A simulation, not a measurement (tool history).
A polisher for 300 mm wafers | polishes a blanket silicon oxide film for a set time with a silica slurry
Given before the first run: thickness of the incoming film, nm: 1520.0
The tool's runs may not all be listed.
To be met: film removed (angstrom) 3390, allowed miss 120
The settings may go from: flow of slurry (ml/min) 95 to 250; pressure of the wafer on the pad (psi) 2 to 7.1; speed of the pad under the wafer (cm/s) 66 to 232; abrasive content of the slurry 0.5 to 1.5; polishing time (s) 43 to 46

run    day  flow of slurry (ml/min)  pressure of the wafer on the pad (psi)  speed of the pad under the wafer (cm/s)  abrasive content of the slurry  polishing time (s)  film removed (angstrom)
  1      0                      160                                     4.5                                      148                               1                  43                   2301.1
  2  0.312                      160                                     5.4                                      148                               1                  43                   2745.2
  3  0.471                      160                                     5.5                                      148                               1                  43                   2782.8
  4  0.538                      190                                     5.5                                      148                               1                  43                   2902.1
  5  0.567                      190                                     4.7                                      148                               1                  43                   2449.2
  6  0.654                      190                                     4.7                                      128                               1                  43                     2185
  7  0.792                      190                                     4.9                                      128                               1                  43                   2320.2
  8      1                      205                                     6.2                                      130                               1                  43                   2943.9

Next run, 5 choices. One meets every target within its allowed miss, the rest don't. Which?
  A  1.208                      200                                     6.6                                      144                               1                  46                        ?
  B  1.208                      225                                     5.4                                      136                            0.85                  43                        ?
  C  1.208                      240                                     5.8                                      150                               1                  46                        ?
  D  1.208                      195                                     5.7                                      178                            0.85                  43                        ?
  E  1.208                      210                                     6.2                                      142                             1.3                  46                        ?

move  film removed (angstrom)
   A                   3567.8
   B                   2515.3
   C                   3304.5
   D                   3150.6
   E                   3666.4
A: takes the result that was furthest off past its target
B: the biggest miss grows against the last run
C: each result inside its tolerance
D: nearer than the last run, and not there yet
E: takes the result that was furthest off past its target
Correct choice: C, which meets every target
